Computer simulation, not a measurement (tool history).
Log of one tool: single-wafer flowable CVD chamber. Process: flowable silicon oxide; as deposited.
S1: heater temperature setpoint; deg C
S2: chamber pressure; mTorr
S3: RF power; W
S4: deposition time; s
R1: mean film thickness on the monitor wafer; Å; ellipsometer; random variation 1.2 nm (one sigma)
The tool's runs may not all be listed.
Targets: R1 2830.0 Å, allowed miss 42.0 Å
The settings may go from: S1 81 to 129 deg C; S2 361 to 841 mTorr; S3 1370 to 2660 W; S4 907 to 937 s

Run 1, hour 0.0: S1 105 deg C, S2 601 mTorr, S3 2015 W, S4 907 s. Result: R1 3322.2 Å.
Run 2, hour 6.1: S1 113 deg C, S2 601 mTorr, S3 2015 W, S4 907 s. Result: R1 2508.0 Å.
Run 3, hour 6.9: S1 121 deg C, S2 601 mTorr, S3 2015 W, S4 907 s. Result: R1 1913.0 Å.
Run 4, hour 14.7: S1 118 deg C, S2 601 mTorr, S3 2015 W, S4 907 s. Result: R1 2093.0 Å.
Run 5, hour 18.1: S1 127 deg C, S2 601 mTorr, S3 2015 W, S4 907 s. Result: R1 1601.1 Å.
Run 6, hour 21.4: S1 127 deg C, S2 601 mTorr, S3 2015 W, S4 937 s. Result: R1 1656.6 Å.
Run 7, hour 26.0: S1 127 deg C, S2 601 mTorr, S3 2015 W, S4 937 s. Result: R1 1648.1 Å.
Run 8, hour 31.5: S1 115 deg C, S2 602 mTorr, S3 2015 W, S4 937 s. Result: R1 2414.1 Å.
Run 9, hour 32.2: S1 114 deg C, S2 602 mTorr, S3 2015 W, S4 937 s. Result: R1 2499.0 Å.
Run 10, hour 35.8: S1 113 deg C, S2 602 mTorr, S3 2015 W, S4 937 s. Result: R1 2605.0 Å.
Run 11, hour 41.0: S1 112 deg C, S2 602 mTorr, S3 2015 W, S4 937 s. Result: R1 2685.0 Å.
Run 12, hour 43.5: S1 112 deg C, S2 602 mTorr, S3 2015 W, S4 937 s. Result: R1 2677.0 Å.
Run 13, hour 45.6: S1 111 deg C, S2 602 mTorr, S3 2015 W, S4 937 s. Result: R1 2780.9 Å.
Run 14, hour 46.6: S1 110 deg C, S2 602 mTorr, S3 2015 W, S4 937 s. Result: R1 2864.3 Å.
At hour 54.6: capacitance manometer re-zeroed and calibrated.
Run 15, hour 54.6: S1 110 deg C, S2 602 mTorr, S3 2015 W, S4 937 s. Result: R1 2674.9 Å.
Run 16, hour 55.5: S1 109 deg C, S2 602 mTorr, S3 2015 W, S4 937 s. Result: R1 2785.6 Å.
Run 17, hour 62.6: S1 108 deg C, S2 602 mTorr, S3 2015 W, S4 937 s. Result: R1 2904.3 Å.
Run 18, hour 69.5: S1 109 deg C, S2 602 mTorr, S3 2015 W, S4 937 s. Result: R1 2780.7 Å.
Run 19, hour 73.1: S1 108 deg C, S2 602 mTorr, S3 2015 W, S4 937 s. Result: R1 2869.6 Å.

5 next moves are on the table. One of them brings every result within its allowed miss. Which?
Run A, hour 76.7: S1 105 deg C, S2 552 mTorr, S3 2060 W, S4 920 s. Result: R1 ?.
Run B, hour 76.7: S1 108 deg C, S2 631 mTorr, S3 1660 W, S4 937 s. Result: R1 ?.
Run C, hour 76.7: S1 106 deg C, S2 586 mTorr, S3 2055 W, S4 910 s. Result: R1 ?.
Run D, hour 76.7: S1 103 deg C, S2 477 mTorr, S3 2360 W, S4 936 s. Result: R1 ?.
Run E, hour 76.7: S1 112 deg C, S2 732 mTorr, S3 2115 W, S4 913 s. Result: R1 ?.

move      R1
   A  2957.1
   B  2869.0
   C  2980.3
   D  2912.2
   E  2998.0
A: further off than the last run
B: meets every target
C: further off than the last run
D: further off than the last run
E: further off than the last run
Answer: B
